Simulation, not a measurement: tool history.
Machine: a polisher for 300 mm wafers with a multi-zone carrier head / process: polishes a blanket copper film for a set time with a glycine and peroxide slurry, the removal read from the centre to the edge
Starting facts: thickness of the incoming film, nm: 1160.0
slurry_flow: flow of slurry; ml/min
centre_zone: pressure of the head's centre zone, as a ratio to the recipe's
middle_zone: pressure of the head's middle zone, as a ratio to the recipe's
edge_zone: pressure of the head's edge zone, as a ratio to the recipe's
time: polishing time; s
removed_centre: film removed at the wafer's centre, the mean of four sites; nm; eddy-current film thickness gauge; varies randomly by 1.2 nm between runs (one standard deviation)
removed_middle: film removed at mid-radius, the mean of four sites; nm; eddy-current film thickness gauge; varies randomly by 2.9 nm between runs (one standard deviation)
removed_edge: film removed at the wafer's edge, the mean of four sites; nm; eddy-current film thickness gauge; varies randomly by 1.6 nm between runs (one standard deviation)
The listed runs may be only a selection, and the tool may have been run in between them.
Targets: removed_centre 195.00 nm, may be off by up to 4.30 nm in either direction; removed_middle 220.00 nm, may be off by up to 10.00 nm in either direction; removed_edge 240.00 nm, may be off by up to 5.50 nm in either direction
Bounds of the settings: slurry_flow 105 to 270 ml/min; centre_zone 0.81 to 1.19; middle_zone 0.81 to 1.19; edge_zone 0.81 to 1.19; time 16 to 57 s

Run 1, hour 0.0: slurry_flow 175 ml/min, centre_zone 1.00, middle_zone 1.00, edge_zone 1.00, time 36 s. Result: removed_centre 150.09 nm, removed_middle 150.48 nm, removed_edge 152.40 nm.
Run 2, hour 0.8: slurry_flow 175 ml/min, centre_zone 1.00, middle_zone 1.00, edge_zone 1.00, time 40 s. Result: removed_centre 167.87 nm, removed_middle 171.84 nm, removed_edge 169.95 nm.
Run 3, hour 9.2: slurry_flow 180 ml/min, centre_zone 0.98, middle_zone 0.99, edge_zone 1.04, time 42 s. Result: removed_centre 172.67 nm, removed_middle 182.47 nm, removed_edge 180.83 nm.
Run 4, hour 12.2: slurry_flow 180 ml/min, centre_zone 0.98, middle_zone 0.94, edge_zone 1.04, time 42 s. Result: removed_centre 170.32 nm, removed_middle 170.38 nm, removed_edge 182.23 nm.
Run 5, hour 18.6: slurry_flow 185 ml/min, centre_zone 0.96, middle_zone 0.94, edge_zone 1.07, time 44 s. Result: removed_centre 175.57 nm, removed_middle 183.58 nm, removed_edge 194.05 nm.
Run 6, hour 22.1: slurry_flow 190 ml/min, centre_zone 0.95, middle_zone 0.93, edge_zone 1.10, time 45 s. Result: removed_centre 179.99 nm, removed_middle 183.48 nm, removed_edge 204.46 nm.
Run 7, hour 29.7: slurry_flow 200 ml/min, centre_zone 0.94, middle_zone 0.94, edge_zone 1.12, time 46 s. Result: removed_centre 183.90 nm, removed_middle 187.85 nm, removed_edge 209.80 nm.
Run 8, hour 33.9: slurry_flow 200 ml/min, centre_zone 0.94, middle_zone 0.94, edge_zone 1.12, time 46 s. Result: removed_centre 185.37 nm, removed_middle 188.39 nm, removed_edge 210.74 nm.
Run 9, hour 40.9: slurry_flow 200 ml/min, centre_zone 0.93, middle_zone 0.95, edge_zone 1.13, time 47 s. Result: removed_centre 187.15 nm, removed_middle 196.98 nm, removed_edge 213.06 nm.
Run 10, hour 45.3: slurry_flow 200 ml/min, centre_zone 0.92, middle_zone 0.95, edge_zone 1.14, time 48 s. Result: removed_centre 187.97 nm, removed_middle 199.81 nm, removed_edge 216.96 nm.

4 candidate next runs follow, results not yet known. Just one meets every target within its allowed miss. Identify it.
Run A, hour 49.7: slurry_flow 200 ml/min, centre_zone 0.86, middle_zone 0.93, edge_zone 1.12, time 53 s. Result: removed_centre ?, removed_middle ?, removed_edge ?.
Run B, hour 49.7: slurry_flow 210 ml/min, centre_zone 0.93, middle_zone 0.92, edge_zone 1.19, time 46 s. Result: removed_centre ?, removed_middle ?, removed_edge ?.
Run C, hour 49.7: slurry_flow 215 ml/min, centre_zone 1.00, middle_zone 1.03, edge_zone 1.13, time 45 s. Result: removed_centre ?, removed_middle ?, removed_edge ?.
Run D, hour 49.7: slurry_flow 210 ml/min, centre_zone 0.84, middle_zone 0.96, edge_zone 1.17, time 54 s. Result: removed_centre ?, removed_middle ?, removed_edge ?.

move  removed_centre  removed_middle  removed_edge
   A          193.90          216.23        243.33
   B          183.61          187.47        219.16
   C          194.12          200.18        208.98
   D          194.56          227.24        254.88
A: each result inside its tolerance
B: nearer than the last run, and not there yet
C: lands further from the targets than the last run did
D: takes the biggest miss from the last run beyond its target
Correct choice: A, which meets every target

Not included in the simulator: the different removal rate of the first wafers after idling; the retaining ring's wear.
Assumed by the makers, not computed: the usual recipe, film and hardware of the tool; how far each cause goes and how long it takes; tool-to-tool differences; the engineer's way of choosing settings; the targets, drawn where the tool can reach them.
